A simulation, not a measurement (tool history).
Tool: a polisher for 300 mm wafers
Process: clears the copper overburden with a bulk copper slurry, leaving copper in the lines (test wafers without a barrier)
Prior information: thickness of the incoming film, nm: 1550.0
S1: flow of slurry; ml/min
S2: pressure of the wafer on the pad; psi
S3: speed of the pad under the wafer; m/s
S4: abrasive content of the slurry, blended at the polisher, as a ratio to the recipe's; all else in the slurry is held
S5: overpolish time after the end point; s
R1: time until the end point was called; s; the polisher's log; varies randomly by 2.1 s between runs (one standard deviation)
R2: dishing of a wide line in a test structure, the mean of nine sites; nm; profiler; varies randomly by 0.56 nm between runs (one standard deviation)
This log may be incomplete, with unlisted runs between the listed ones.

run 1 hour=0 | S1=130 S2=3.2 S3=1.36 S4=1 S5=28 | R1=125.31 R2=61.871
run 2 hour=8.3 | S1=135 S2=2.8 S3=1.52 S4=1 S5=24 | R1=117.08 R2=60.011
run 3 hour=16.3 | S1=135 S2=2.8 S3=1.52 S4=1.2 S5=24 | R1=115.48 R2=62.861
run 4 hour=22.6 | S1=135 S2=2.3 S3=1.52 S4=1.2 S5=24 | R1=138.46 R2=58.007
run 5 hour=30.2 | S1=150 S2=2.3 S3=1.52 S4=1.2 S5=24 | R1=140.23 R2=57.418
run 6 hour=37.1 | S1=160 S2=2.2 S3=1.6 S4=1.1 S5=21 | R1=139.56 R2=55.408
run 7 hour=39.5 | S1=190 S2=1.8 S3=1.98 S4=0.85 S5=8 | R1=136.14 R2=39.748
run 8 hour=46.2 | S1=185 S2=1.9 S3=1.94 S4=0.9 S5=9 | R1=131.73 R2=43.035

What does the tool deliver on the next run?
run 9 hour=52.2 | S1=180 S2=2 S3=1.92 S4=0.95 S5=10 | R1=? R2=?

Run 9 yielded R1 130.91 s, R2 45.784 nm.
